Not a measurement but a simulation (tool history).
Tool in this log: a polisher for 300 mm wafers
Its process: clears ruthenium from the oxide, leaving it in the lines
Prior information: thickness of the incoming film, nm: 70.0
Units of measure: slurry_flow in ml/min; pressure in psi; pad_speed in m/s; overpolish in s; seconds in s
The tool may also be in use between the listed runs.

run	hour	slurry_flow	pressure	pad_speed	overpolish	seconds
1	0.0	225	1.5	0.92	8	91.311
2	6.8	190	1.5	0.92	8	94.644
3	13.0	190	1.5	1.10	8	82.807
4	17.3	205	1.6	1.10	8	77.443
5	21.6	205	1.6	1.10	7	77.591
6	30.3	210	1.7	1.10	7	72.207

Estimate the outcome of run 7 from the log above:
7	39.1	220	1.8	1.10	7	?

{"run 7": {"seconds": 68.383}}
